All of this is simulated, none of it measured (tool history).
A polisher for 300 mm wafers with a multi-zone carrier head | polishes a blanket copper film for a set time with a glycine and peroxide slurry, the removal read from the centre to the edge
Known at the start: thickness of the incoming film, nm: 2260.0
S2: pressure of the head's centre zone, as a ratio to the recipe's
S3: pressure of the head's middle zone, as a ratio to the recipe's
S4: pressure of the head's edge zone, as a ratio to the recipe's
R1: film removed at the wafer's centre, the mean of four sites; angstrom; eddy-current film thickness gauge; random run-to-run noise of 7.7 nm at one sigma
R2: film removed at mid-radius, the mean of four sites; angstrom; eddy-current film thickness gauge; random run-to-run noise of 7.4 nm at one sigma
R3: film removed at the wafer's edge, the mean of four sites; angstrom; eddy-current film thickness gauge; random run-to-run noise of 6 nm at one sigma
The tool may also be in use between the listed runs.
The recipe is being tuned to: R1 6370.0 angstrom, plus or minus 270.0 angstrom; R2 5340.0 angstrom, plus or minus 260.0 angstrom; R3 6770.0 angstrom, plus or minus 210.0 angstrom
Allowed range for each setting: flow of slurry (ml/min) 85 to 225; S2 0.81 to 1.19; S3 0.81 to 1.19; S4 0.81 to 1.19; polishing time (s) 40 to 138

Run 1, hour 0.0: flow of slurry (ml/min) 145, S2 1.00, S3 1.00, S4 1.00, polishing time (s) 88. Result: R1 4822.0 angstrom, R2 4846.5 angstrom, R3 4980.5 angstrom.
Run 2, hour 6.9: flow of slurry (ml/min) 145, S2 1.00, S3 1.00, S4 0.92, polishing time (s) 88. Result: R1 4916.3 angstrom, R2 4866.8 angstrom, R3 4673.0 angstrom.
Run 3, hour 7.4: flow of slurry (ml/min) 145, S2 1.00, S3 1.03, S4 0.92, polishing time (s) 88. Result: R1 4841.4 angstrom, R2 5025.2 angstrom, R3 4722.7 angstrom.
Run 4, hour 11.7: flow of slurry (ml/min) 145, S2 1.00, S3 1.03, S4 0.84, polishing time (s) 88. Result: R1 5004.5 angstrom, R2 4990.8 angstrom, R3 4623.8 angstrom.
Run 5, hour 20.4: flow of slurry (ml/min) 145, S2 1.00, S3 1.03, S4 0.81, polishing time (s) 88. Result: R1 4792.8 angstrom, R2 4929.3 angstrom, R3 4517.8 angstrom.
Run 6, hour 23.8: flow of slurry (ml/min) 145, S2 1.00, S3 1.03, S4 0.84, polishing time (s) 88. Result: R1 4804.9 angstrom, R2 4953.0 angstrom, R3 4654.8 angstrom.
Run 7, hour 26.6: flow of slurry (ml/min) 135, S2 0.99, S3 0.97, S4 0.93, polishing time (s) 96. Result: R1 5180.1 angstrom, R2 5133.7 angstrom, R3 5207.7 angstrom.
Run 8, hour 31.1: flow of slurry (ml/min) 140, S2 1.00, S3 0.93, S4 0.98, polishing time (s) 99. Result: R1 5402.4 angstrom, R2 5178.7 angstrom, R3 5397.6 angstrom.
Run 9, hour 38.1: flow of slurry (ml/min) 130, S2 1.02, S3 0.90, S4 1.03, polishing time (s) 103. Result: R1 5546.2 angstrom, R2 5149.4 angstrom, R3 5660.5 angstrom.
Run 10, hour 39.6: flow of slurry (ml/min) 135, S2 1.03, S3 0.88, S4 1.07, polishing time (s) 105. Result: R1 5980.7 angstrom, R2 5219.6 angstrom, R3 6027.9 angstrom.
Run 11, hour 40.6: flow of slurry (ml/min) 165, S2 0.98, S3 0.84, S4 1.17, polishing time (s) 106. Result: R1 6067.7 angstrom, R2 5333.6 angstrom, R3 6487.1 angstrom.
Run 12, hour 48.5: flow of slurry (ml/min) 165, S2 0.98, S3 0.83, S4 1.18, polishing time (s) 107. Result: R1 5972.4 angstrom, R2 5305.5 angstrom, R3 6592.0 angstrom.
Run 13, hour 54.7: flow of slurry (ml/min) 170, S2 0.99, S3 0.82, S4 1.18, polishing time (s) 107. Result: R1 5980.7 angstrom, R2 5275.7 angstrom, R3 6660.7 angstrom.

Which one of the following 4 next-run settings gets every result inside its allowed miss? There is exactly one.
Run A, hour 60.9: flow of slurry (ml/min) 145, S2 1.04, S3 0.82, S4 1.18, polishing time (s) 111. Result: R1 ?, R2 ?, R3 ?.
Run B, hour 60.9: flow of slurry (ml/min) 175, S2 0.95, S3 0.81, S4 1.18, polishing time (s) 106. Result: R1 ?, R2 ?, R3 ?.
Run C, hour 60.9: flow of slurry (ml/min) 190, S2 0.97, S3 0.83, S4 1.17, polishing time (s) 102. Result: R1 ?, R2 ?, R3 ?.
Run D, hour 60.9: flow of slurry (ml/min) 220, S2 0.92, S3 0.93, S4 1.18, polishing time (s) 102. Result: R1 ?, R2 ?, R3 ?.

move      R1      R2      R3
   A  6467.1  5358.9  6826.5
   B  5874.1  5263.4  6694.3
   C  5862.5  5225.3  6476.4
   D  5696.7  5806.0  6602.1
A: every result lands within tolerance
B: lands further from the targets than the last run did
C: lands further from the targets than the last run did
D: lands further from the targets than the last run did
Go with A: it meets all targets.
